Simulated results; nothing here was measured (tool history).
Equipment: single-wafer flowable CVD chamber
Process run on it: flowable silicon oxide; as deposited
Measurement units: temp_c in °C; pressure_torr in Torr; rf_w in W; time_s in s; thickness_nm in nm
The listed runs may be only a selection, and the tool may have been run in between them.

run    day  temp_c  pressure_torr  rf_w  time_s  thickness_nm
  1      0      95          0.681  1955     437        258.18
  2  0.354      95          0.629  1955     437        237.34
  3  0.621      95          0.629  2095     437        241.04
  4  0.717      96          0.629  2095     437        233.07
  5  0.946      91          0.629  2095     437         273.7
  6  1.196      91          0.701  2095     437        304.74
  7  1.504      94          0.701  2095     437        277.32
  8  1.721      96          0.701  2095     437        258.58
  9  1.821      98          0.701  2095     437        242.23
 10  1.908      99          0.701  2095     437        234.21

Run 11, settings as shown, results not yet in. Your forecast:
 11  2.175     100          0.701  2095     437             ?

Run 11 yielded thickness_nm 228.41 nm.
